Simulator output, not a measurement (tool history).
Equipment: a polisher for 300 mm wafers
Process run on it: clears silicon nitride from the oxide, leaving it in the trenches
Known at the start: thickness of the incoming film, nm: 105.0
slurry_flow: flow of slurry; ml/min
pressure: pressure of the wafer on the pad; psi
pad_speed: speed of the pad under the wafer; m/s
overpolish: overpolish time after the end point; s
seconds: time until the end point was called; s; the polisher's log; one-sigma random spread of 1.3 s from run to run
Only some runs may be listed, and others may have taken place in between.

| run | hour | slurry_flow | pressure | pad_speed | overpolish | seconds |
|---|---|---|---|---|---|---|
| 1 | 0.0 | 145 | 3.3 | 0.80 | 7 | 104.720 |
| 2 | 7.1 | 145 | 3.7 | 0.82 | 7 | 95.085 |
| 3 | 8.5 | 170 | 3.7 | 0.82 | 7 | 91.455 |
| 4 | 11.4 | 170 | 4.0 | 0.84 | 7 | 83.268 |
| 5 | 13.3 | 190 | 4.0 | 0.84 | 7 | 81.411 |
| 6 | 18.3 | 190 | 4.2 | 0.84 | 7 | 77.151 |
| 7 | 18.9 | 190 | 4.3 | 0.84 | 7 | 74.862 |
| 8 | 20.5 | 190 | 4.4 | 0.84 | 7 | 74.719 |
| 9 | 21.1 | 190 | 4.5 | 0.84 | 7 | 72.703 |

Expected results for the next run?
| 10 | 22.2 | 190 | 4.6 | 0.84 | 7 | ? |

{"run 10": {"seconds": 69.652}}

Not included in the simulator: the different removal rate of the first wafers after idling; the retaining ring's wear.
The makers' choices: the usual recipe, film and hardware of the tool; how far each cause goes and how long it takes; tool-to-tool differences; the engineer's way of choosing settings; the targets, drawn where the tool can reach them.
